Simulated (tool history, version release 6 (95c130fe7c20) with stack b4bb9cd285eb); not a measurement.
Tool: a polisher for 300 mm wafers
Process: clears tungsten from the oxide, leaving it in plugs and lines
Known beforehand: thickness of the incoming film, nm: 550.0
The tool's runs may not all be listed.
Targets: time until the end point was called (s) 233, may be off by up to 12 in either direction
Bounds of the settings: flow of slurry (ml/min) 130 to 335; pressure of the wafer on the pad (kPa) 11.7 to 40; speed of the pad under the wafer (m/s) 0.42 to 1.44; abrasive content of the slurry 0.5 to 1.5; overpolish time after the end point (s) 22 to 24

run    day  flow of slurry (ml/min)  pressure of the wafer on the pad (kPa)  speed of the pad under the wafer (m/s)  abrasive content of the slurry  overpolish time after the end point (s)  time until the end point was called (s)
  1      0                      215                                    25.5                                    0.92                               1                                       22                                   142.88
  2  0.288                      215                                    25.5                                    0.92                               1                                       24                                    142.3
  3  0.421                      215                                    22.1                                     0.9                               1                                       24                                   173.96
  4  0.625                      215                                    22.1                                     0.9                             0.9                                       24                                   168.81
  5  0.692                      170                                    22.1                                     0.9                             0.9                                       24                                   184.68
     0.996  -- head pressure recalibrated
  6  0.996                      170                                    22.1                                     0.9                            0.75                                       24                                   203.99
  7  1.229                      165                                    21.4                                     0.9                            0.75                                       24                                   210.39
  8  1.408                      160                                    20.7                                     0.9                            0.75                                       24                                   216.89

4 next moves are on the table. One of them brings every result within its allowed miss. Which?
  A  1.588                      180                                    19.3                                    0.78                            0.65                                       22                                        ?
  B  1.588                      180                                    23.4                                    0.76                               1                                       22                                        ?
  C  1.588                      155                                    22.1                                    0.62                             0.9                                       22                                        ?
  D  1.588                      190                                    21.4                                    0.78                             0.7                                       22                                        ?

move  time until the end point was called (s)
   A                                   264.03
   B                                    206.4
   C                                   276.31
   D                                   234.78
A: carries the result that was furthest off beyond its target, to the other side
B: lands further from the targets than the last run did
C: carries the result that was furthest off beyond its target, to the other side
D: all results in spec
Move D is the one to make.
